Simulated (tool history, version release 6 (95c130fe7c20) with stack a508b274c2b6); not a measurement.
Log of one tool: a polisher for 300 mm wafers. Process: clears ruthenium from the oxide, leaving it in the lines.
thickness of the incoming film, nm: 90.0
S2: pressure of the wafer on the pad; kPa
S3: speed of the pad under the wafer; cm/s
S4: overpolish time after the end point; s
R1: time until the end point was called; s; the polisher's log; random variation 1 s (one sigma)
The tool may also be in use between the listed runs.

{"run": 1, "hour": 0.0, "flow of slurry (ml/min)": 155, "S2": 10.3, "S3": 118, "S4": 36, "R1": 123.81}
{"run": 2, "hour": 5.0, "flow of slurry (ml/min)": 155, "S2": 10.3, "S3": 118, "S4": 36, "R1": 120.49}
{"run": 3, "hour": 12.6, "flow of slurry (ml/min)": 155, "S2": 10.3, "S3": 142, "S4": 36, "R1": 101.44}
{"run": 4, "hour": 14.1, "flow of slurry (ml/min)": 155, "S2": 10.3, "S3": 124, "S4": 36, "R1": 113.26}
{"run": 5, "hour": 15.0, "flow of slurry (ml/min)": 155, "S2": 10.3, "S3": 102, "S4": 36, "R1": 141.91}
{"run": 6, "hour": 19.1, "flow of slurry (ml/min)": 155, "S2": 9, "S3": 102, "S4": 36, "R1": 158.39}

Run 7 comes next. What will it give?
{"run": 7, "hour": 25.8, "flow of slurry (ml/min)": 155, "S2": 10.3, "S3": 108, "S4": 36, "R1": "?"}

Run 7 gave R1 133.55 s.
